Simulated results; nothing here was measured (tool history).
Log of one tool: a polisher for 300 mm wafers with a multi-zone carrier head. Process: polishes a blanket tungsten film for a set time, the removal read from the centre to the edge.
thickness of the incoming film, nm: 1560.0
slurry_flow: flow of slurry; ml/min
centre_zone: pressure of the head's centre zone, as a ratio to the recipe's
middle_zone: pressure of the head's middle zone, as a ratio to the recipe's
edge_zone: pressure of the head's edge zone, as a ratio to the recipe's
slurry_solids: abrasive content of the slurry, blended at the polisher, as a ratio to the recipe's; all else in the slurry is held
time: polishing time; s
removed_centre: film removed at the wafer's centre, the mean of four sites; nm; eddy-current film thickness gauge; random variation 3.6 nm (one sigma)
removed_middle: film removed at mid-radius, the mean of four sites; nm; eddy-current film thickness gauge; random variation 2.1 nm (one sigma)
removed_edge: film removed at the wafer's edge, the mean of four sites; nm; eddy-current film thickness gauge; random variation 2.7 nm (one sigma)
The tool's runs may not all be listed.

Run 1, hour 0.0: slurry_flow 185 ml/min, centre_zone 1.00, middle_zone 1.00, edge_zone 1.00, slurry_solids 1.00, time 48 s. Result: removed_centre 317.42 nm, removed_middle 311.09 nm, removed_edge 320.72 nm.
Run 2, hour 4.4: slurry_flow 185 ml/min, centre_zone 1.08, middle_zone 1.00, edge_zone 1.00, slurry_solids 1.00, time 48 s. Result: removed_centre 339.60 nm, removed_middle 316.88 nm, removed_edge 317.40 nm.
Run 3, hour 7.8: slurry_flow 185 ml/min, centre_zone 1.08, middle_zone 1.00, edge_zone 1.00, slurry_solids 0.80, time 48 s. Result: removed_centre 315.56 nm, removed_middle 297.09 nm, removed_edge 294.69 nm.
Run 4, hour 13.0: slurry_flow 185 ml/min, centre_zone 1.02, middle_zone 1.00, edge_zone 1.00, slurry_solids 0.80, time 48 s. Result: removed_centre 303.63 nm, removed_middle 292.95 nm, removed_edge 297.99 nm.
Run 5, hour 17.6: slurry_flow 205 ml/min, centre_zone 1.00, middle_zone 1.04, edge_zone 1.04, slurry_solids 0.80, time 48 s. Result: removed_centre 305.49 nm, removed_middle 304.91 nm, removed_edge 299.17 nm.
Run 6, hour 25.7: slurry_flow 205 ml/min, centre_zone 1.00, middle_zone 1.04, edge_zone 1.04, slurry_solids 0.80, time 58 s. Result: removed_centre 360.53 nm, removed_middle 369.70 nm, removed_edge 368.27 nm.
Run 7, hour 33.5: slurry_flow 190 ml/min, centre_zone 0.97, middle_zone 1.05, edge_zone 1.02, slurry_solids 0.75, time 58 s. Result: removed_centre 338.05 nm, removed_middle 359.26 nm, removed_edge 355.26 nm.

Forecast run 8:
Run 8, hour 35.0: slurry_flow 180 ml/min, centre_zone 0.96, middle_zone 1.06, edge_zone 1.01, slurry_solids 0.75, time 58 s. Result: removed_centre ?, removed_middle ?, removed_edge ?.

{"run 8": {"removed_centre": 327.77, "removed_middle": 363.95, "removed_edge": 350.49}}

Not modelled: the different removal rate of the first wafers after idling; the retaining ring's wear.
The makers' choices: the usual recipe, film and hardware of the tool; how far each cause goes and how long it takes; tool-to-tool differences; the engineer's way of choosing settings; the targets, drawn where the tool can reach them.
